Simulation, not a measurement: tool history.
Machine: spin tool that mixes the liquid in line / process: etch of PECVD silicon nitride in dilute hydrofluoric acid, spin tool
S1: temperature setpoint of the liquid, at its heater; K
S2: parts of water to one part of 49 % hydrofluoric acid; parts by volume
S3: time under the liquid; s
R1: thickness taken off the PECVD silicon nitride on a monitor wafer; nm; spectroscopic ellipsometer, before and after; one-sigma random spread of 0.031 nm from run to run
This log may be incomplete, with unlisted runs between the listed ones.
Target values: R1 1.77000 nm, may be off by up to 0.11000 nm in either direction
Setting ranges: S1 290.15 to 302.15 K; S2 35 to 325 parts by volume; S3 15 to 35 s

run,hour,S1,S2,S3,R1
1,0.0,294.15,180,35,0.44551
2,6.7,296.15,180,35,0.51524
3,11.3,297.65,140,35,0.73096
4,18.2,298.65,115,35,0.96412
5,21.2,298.65,140,35,0.80109
6,25.5,299.65,115,35,1.02130
7,33.1,302.15,45,35,2.91720
8,39.6,300.65,45,35,2.75910
9,48.6,298.65,45,35,2.38490
10,53.4,297.65,45,35,2.16400
11,60.0,296.65,45,35,2.03790
12,60.6,294.65,50,35,1.62810

4 next moves are on the table. One of them brings every result within its allowed miss. Which?
A,61.2,295.65,35,25,?
B,61.2,295.65,60,35,?
C,61.2,295.65,55,35,?
D,61.2,294.15,50,35,?

move,R1
A,1.77320
B,1.46810
C,1.59860
D,1.58310
A: every result lands within tolerance
B: misses by more than the last run did
C: misses by more than the last run did
D: misses by more than the last run did
The move that meets every target is A.

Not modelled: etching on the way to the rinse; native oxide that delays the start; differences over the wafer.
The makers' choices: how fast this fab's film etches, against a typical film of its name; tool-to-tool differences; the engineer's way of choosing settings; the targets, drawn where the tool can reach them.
